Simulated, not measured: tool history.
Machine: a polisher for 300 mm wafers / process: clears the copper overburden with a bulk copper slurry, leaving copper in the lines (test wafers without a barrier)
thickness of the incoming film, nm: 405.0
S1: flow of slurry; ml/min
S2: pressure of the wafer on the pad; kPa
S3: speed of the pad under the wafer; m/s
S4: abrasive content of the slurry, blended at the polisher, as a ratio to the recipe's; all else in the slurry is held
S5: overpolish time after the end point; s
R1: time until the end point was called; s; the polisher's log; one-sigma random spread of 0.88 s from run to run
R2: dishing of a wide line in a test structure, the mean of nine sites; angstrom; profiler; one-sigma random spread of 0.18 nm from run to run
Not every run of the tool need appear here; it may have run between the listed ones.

{"run": 1, "day": 0.0, "S1": 160, "S2": 12.4, "S3": 1.02, "S4": 1.0, "S5": 10, "R1": 72.963, "R2": 304.43}
{"run": 2, "day": 0.204, "S1": 160, "S2": 12.4, "S3": 1.2, "S4": 1.0, "S5": 10, "R1": 63.318, "R2": 337.96}
{"run": 3, "day": 0.475, "S1": 140, "S2": 12.4, "S3": 1.2, "S4": 1.0, "S5": 10, "R1": 66.912, "R2": 332.53}
{"run": 4, "day": 0.679, "S1": 155, "S2": 11.0, "S3": 1.22, "S4": 1.05, "S5": 9, "R1": 70.449, "R2": 285.09}
{"run": 5, "day": 0.767, "S1": 155, "S2": 11.0, "S3": 1.22, "S4": 1.05, "S5": 5, "R1": 70.27, "R2": 177.49}
{"run": 6, "day": 0.942, "S1": 155, "S2": 12.4, "S3": 1.22, "S4": 1.05, "S5": 5, "R1": 62.314, "R2": 193.97}

What does the tool deliver on the next run?
{"run": 7, "day": 1.275, "S1": 170, "S2": 11.7, "S3": 1.2, "S4": 1.1, "S5": 5, "R1": "?", "R2": "?"}

For run 7 the tool returned R1 68.487 s, R2 185.74 angstrom.
